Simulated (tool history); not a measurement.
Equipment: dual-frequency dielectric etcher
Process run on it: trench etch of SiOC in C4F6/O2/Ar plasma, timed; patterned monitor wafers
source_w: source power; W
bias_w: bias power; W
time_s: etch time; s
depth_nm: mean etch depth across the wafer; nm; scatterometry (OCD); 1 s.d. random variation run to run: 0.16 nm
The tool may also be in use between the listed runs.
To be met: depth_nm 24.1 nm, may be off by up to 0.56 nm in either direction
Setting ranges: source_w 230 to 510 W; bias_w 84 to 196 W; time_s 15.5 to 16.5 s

run	hour	source_w	bias_w	time_s	depth_nm
1	0	370	140	16.5	30.524
2	4.7	370	156	16.5	32.18
3	12.9	350	149	16.5	31.292
4	20.8	340	139	16.5	29.754
5	29.8	340	125	16.5	28.345
6	33.7	340	143	16.5	29.607
7	34.8	320	140	16.5	29.033
8	40.3	310	135	16.5	28.323
9	44.9	300	131	16.5	27.562
10	53.8	290	128	16.5	26.877
11	55.2	280	126	16.5	26.59
12	63.4	270	124	16.5	25.967
13	67	260	122	16.5	25.421
14	71.5	260	121	16.5	25.26
15	72.4	230	112	16.5	22.989
16	80.1	230	112	16.5	23.093

5 candidate next runs follow, results not yet known. Just one meets every target within its allowed miss. Identify it.
A	87.8	240	119	16.5	?
B	87.8	240	108	16	?
C	87.8	230	102	16	?
D	87.8	250	93	16	?
E	87.8	230	113	15.5	?

move	depth_nm
A	24.24
B	22.514
C	21.571
D	21.392
E	21.881
A: hits every target within its allowed miss
B: moves away from the targets compared with the last run
C: moves away from the targets compared with the last run
D: moves away from the targets compared with the last run
E: moves away from the targets compared with the last run
Go with A: it meets all targets.
